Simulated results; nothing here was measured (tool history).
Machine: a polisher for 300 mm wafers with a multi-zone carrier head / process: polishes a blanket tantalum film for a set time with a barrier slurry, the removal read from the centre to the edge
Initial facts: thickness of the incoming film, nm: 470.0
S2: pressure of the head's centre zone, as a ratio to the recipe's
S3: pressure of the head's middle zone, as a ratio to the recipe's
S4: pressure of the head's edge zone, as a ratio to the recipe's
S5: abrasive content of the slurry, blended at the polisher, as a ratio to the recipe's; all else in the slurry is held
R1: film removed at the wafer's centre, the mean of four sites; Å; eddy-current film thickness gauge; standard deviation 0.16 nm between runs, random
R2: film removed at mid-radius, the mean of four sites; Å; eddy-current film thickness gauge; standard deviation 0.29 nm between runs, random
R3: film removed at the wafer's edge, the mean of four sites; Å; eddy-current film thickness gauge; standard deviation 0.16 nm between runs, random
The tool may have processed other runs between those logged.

Run 1, hour 0.0: flow of slurry (ml/min) 170, S2 1.00, S3 1.00, S4 1.00, S5 1.00, polishing time (s) 37. Result: R1 385.65 Å, R2 386.83 Å, R3 379.15 Å.
Run 2, hour 8.0: flow of slurry (ml/min) 170, S2 1.00, S3 1.00, S4 1.00, S5 1.20, polishing time (s) 37. Result: R1 403.35 Å, R2 411.47 Å, R3 404.84 Å.
Run 3, hour 15.2: flow of slurry (ml/min) 170, S2 1.00, S3 1.00, S4 1.00, S5 1.10, polishing time (s) 37. Result: R1 393.41 Å, R2 404.96 Å, R3 393.63 Å.
Run 4, hour 18.3: flow of slurry (ml/min) 170, S2 1.00, S3 1.00, S4 1.00, S5 1.20, polishing time (s) 37. Result: R1 405.68 Å, R2 405.42 Å, R3 401.66 Å.
Run 5, hour 26.0: flow of slurry (ml/min) 170, S2 0.92, S3 1.00, S4 1.00, S5 1.20, polishing time (s) 37. Result: R1 370.29 Å, R2 400.63 Å, R3 403.04 Å.
Run 6, hour 30.7: flow of slurry (ml/min) 135, S2 0.92, S3 1.00, S4 1.00, S5 1.20, polishing time (s) 37. Result: R1 355.74 Å, R2 398.51 Å, R3 393.28 Å.
Run 7, hour 31.5: flow of slurry (ml/min) 135, S2 0.94, S3 0.99, S4 0.97, S5 1.05, polishing time (s) 35. Result: R1 329.19 Å, R2 362.68 Å, R3 354.48 Å.
Run 8, hour 37.7: flow of slurry (ml/min) 140, S2 0.96, S3 0.99, S4 0.95, S5 0.95, polishing time (s) 33. Result: R1 313.30 Å, R2 333.58 Å, R3 322.22 Å.
Run 9, hour 45.0: flow of slurry (ml/min) 145, S2 0.97, S3 0.99, S4 0.93, S5 0.85, polishing time (s) 32. Result: R1 299.64 Å, R2 310.33 Å, R3 300.07 Å.
Run 10, hour 49.9: flow of slurry (ml/min) 150, S2 0.98, S3 0.99, S4 0.91, S5 0.75, polishing time (s) 31. Result: R1 279.87 Å, R2 288.87 Å, R3 277.13 Å.
Run 11, hour 54.1: flow of slurry (ml/min) 140, S2 1.04, S3 1.00, S4 0.81, S5 0.50, polishing time (s) 30. Result: R1 235.06 Å, R2 223.72 Å, R3 208.95 Å.
Run 12, hour 59.0: flow of slurry (ml/min) 140, S2 1.04, S3 1.00, S4 0.81, S5 0.50, polishing time (s) 30. Result: R1 235.68 Å, R2 232.77 Å, R3 209.97 Å.
Run 13, hour 63.9: flow of slurry (ml/min) 150, S2 1.03, S3 1.00, S4 0.82, S5 0.50, polishing time (s) 30. Result: R1 236.21 Å, R2 232.22 Å, R3 213.95 Å.
Run 14, hour 64.5: flow of slurry (ml/min) 160, S2 1.03, S3 1.00, S4 0.83, S5 0.50, polishing time (s) 30. Result: R1 238.64 Å, R2 234.19 Å, R3 216.11 Å.
Run 15, hour 71.0: flow of slurry (ml/min) 165, S2 1.03, S3 1.01, S4 0.84, S5 0.50, polishing time (s) 30. Result: R1 239.62 Å, R2 237.20 Å, R3 217.43 Å.
Run 16, hour 71.6: flow of slurry (ml/min) 170, S2 1.03, S3 1.01, S4 0.85, S5 0.50, polishing time (s) 30. Result: R1 239.99 Å, R2 237.69 Å, R3 220.95 Å.
Run 17, hour 80.1: flow of slurry (ml/min) 175, S2 1.04, S3 1.02, S4 0.86, S5 0.50, polishing time (s) 30. Result: R1 242.72 Å, R2 242.59 Å, R3 217.78 Å.
Run 18, hour 84.0: flow of slurry (ml/min) 180, S2 1.04, S3 1.02, S4 0.87, S5 0.50, polishing time (s) 30. Result: R1 245.21 Å, R2 240.28 Å, R3 221.74 Å.

What will run 19 give?
Run 19, hour 88.5: flow of slurry (ml/min) 180, S2 1.04, S3 1.02, S4 0.88, S5 0.50, polishing time (s) 30. Result: R1 ?, R2 ?, R3 ?.

Run 19 yielded R1 242.79 Å, R2 239.24 Å, R3 224.60 Å.

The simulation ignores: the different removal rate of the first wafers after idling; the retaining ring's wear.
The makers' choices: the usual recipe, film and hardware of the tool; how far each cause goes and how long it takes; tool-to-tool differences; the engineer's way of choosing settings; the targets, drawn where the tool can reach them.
